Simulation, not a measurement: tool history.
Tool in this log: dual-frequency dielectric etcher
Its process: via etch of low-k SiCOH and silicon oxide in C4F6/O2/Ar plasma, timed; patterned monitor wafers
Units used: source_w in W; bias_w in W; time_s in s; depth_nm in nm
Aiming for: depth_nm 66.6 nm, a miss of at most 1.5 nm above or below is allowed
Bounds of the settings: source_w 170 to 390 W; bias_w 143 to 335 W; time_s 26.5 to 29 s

run,day,source_w,bias_w,time_s,depth_nm
1,0,280,239,29,73.055
2,0.054,280,263,29,76.038
3,0.196,270,260,29,74.168
4,0.242,270,244,29,73.049
5,0.604,260,241,29,72.033
6,0.858,250,238,29,70.674
7,1.129,240,236,29,70.136
8,1.292,230,234,29,68.848

Exactly one of the 4 candidate moves below puts every result within its allowed miss. Which one?
A,1.454,240,297,27,?
B,1.454,270,230,29,?
C,1.454,230,241,28,?
D,1.454,220,270,29,?

move,depth_nm
A,71.069
B,72.175
C,67.846
D,72.225
A: lands further from the targets than the last run did
B: lands further from the targets than the last run did
C: each result inside its tolerance
D: lands further from the targets than the last run did
Correct choice: C, which meets every target

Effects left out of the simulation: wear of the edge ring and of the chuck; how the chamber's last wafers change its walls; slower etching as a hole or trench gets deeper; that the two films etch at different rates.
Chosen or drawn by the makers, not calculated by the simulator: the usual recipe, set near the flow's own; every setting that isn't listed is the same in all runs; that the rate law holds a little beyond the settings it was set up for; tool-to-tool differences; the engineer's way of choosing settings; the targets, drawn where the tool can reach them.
